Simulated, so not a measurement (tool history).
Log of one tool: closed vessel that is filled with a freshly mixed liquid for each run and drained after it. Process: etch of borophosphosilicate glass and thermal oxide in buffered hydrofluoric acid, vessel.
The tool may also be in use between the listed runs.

run	day	temperature setpoint of the liquid (K)	parts of 40 % ammonium fluoride to one part of 49 % hydrofluoric acid (parts by volume)	time in the liquid (s)	thickness taken off the borophosphosilicate glass on a monitor wafer (nm)	thickness taken off the thermal oxide on a monitor wafer (nm)
1	0	295.15	23	60	36.174	30.688
2	0.138	295.15	26	60	33.142	27.973
3	0.496	294.15	26	60	31.361	26.425
4	0.775	295.65	26	60	34.036	28.837
5	0.983	298.65	26	60	39.787	33.662
6	1.325	299.15	26	60	41.211	34.728
7	1.571	299.65	26	60	42.116	36.01

For run 8, what comes out?
8	1.933	300.15	26	60	?	?

{"run 8": {"thickness taken off the borophosphosilicate glass on a monitor wafer (nm)": 43.71, "thickness taken off the thermal oxide on a monitor wafer (nm)": 36.804}}
